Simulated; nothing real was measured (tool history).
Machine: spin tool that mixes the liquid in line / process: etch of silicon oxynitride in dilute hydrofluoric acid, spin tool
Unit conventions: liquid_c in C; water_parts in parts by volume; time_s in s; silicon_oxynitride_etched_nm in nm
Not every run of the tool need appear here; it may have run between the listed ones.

run 1 hour=0.0 | liquid_c=21.0 water_parts=250 time_s=320 | silicon_oxynitride_etched_nm=2.6496
run 2 hour=5.5 | liquid_c=20.5 water_parts=260 time_s=320 | silicon_oxynitride_etched_nm=2.4886
run 3 hour=9.6 | liquid_c=20.5 water_parts=260 time_s=320 | silicon_oxynitride_etched_nm=2.4606
run 4 hour=10.4 | liquid_c=20.0 water_parts=265 time_s=320 | silicon_oxynitride_etched_nm=2.4168
run 5 hour=14.3 | liquid_c=19.5 water_parts=275 time_s=320 | silicon_oxynitride_etched_nm=2.2597
run 6 hour=15.3 | liquid_c=19.0 water_parts=280 time_s=320 | silicon_oxynitride_etched_nm=2.2381

The next listed run, before its measurement:
run 7 hour=23.5 | liquid_c=19.0 water_parts=290 time_s=320 | silicon_oxynitride_etched_nm=?

{"run 7": {"silicon_oxynitride_etched_nm": 1.9729}}

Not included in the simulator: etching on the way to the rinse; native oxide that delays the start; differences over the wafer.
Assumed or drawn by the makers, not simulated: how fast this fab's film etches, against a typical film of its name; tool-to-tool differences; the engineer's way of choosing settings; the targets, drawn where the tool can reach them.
